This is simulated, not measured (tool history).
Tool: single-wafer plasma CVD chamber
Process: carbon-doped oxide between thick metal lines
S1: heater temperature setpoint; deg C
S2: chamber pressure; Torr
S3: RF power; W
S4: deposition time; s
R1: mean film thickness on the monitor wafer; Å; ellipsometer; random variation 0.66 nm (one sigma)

run,day,S1,S2,S3,S4,R1
1,0,370,4.62,500,71.4,3369
2,0.246,374,4.22,495,71.4,3283.4
3,0.35,369,4.22,495,71.4,3308.7
4,0.471,369,4.22,495,68.2,3177
5,0.579,370,4.08,495,68.2,3132.7
6,0.875,370,4.08,525,68.2,3309.1
7,1.208,372,3.72,520,68.2,3216.3

The next listed run, before its measurement:
8,1.442,374,3.53,520,68.2,?

{"run 8": {"R1": 3183.9}}

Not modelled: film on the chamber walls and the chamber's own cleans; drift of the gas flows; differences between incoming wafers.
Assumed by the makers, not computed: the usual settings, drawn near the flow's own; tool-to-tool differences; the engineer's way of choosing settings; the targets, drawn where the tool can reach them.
